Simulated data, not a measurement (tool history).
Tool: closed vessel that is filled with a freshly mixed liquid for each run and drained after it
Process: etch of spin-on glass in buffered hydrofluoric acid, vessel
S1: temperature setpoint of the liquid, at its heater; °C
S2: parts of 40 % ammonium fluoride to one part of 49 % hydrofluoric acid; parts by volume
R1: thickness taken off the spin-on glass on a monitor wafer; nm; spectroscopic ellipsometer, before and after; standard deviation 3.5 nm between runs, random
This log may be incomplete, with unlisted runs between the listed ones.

{"run": 1, "day": 0.0, "S1": 25, "S2": 22, "time in the liquid (s)": 100, "R1": 150.95}
{"run": 2, "day": 0.062, "S1": 26.5, "S2": 18.5, "time in the liquid (s)": 100, "R1": 185.97}
{"run": 3, "day": 0.358, "S1": 28, "S2": 16, "time in the liquid (s)": 100, "R1": 239.8}
{"run": 4, "day": 0.396, "S1": 25.5, "S2": 16, "time in the liquid (s)": 100, "R1": 206.17}
{"run": 5, "day": 0.638, "S1": 27, "S2": 16, "time in the liquid (s)": 100, "R1": 223.4}
{"run": 6, "day": 0.775, "S1": 28, "S2": 15, "time in the liquid (s)": 100, "R1": 251.69}

Run 7, settings as shown, results not yet in. Your forecast:
{"run": 7, "day": 0.946, "S1": 29, "S2": 14.5, "time in the liquid (s)": 100, "R1": "?"}

Run 7 produced R1 277.43 nm.

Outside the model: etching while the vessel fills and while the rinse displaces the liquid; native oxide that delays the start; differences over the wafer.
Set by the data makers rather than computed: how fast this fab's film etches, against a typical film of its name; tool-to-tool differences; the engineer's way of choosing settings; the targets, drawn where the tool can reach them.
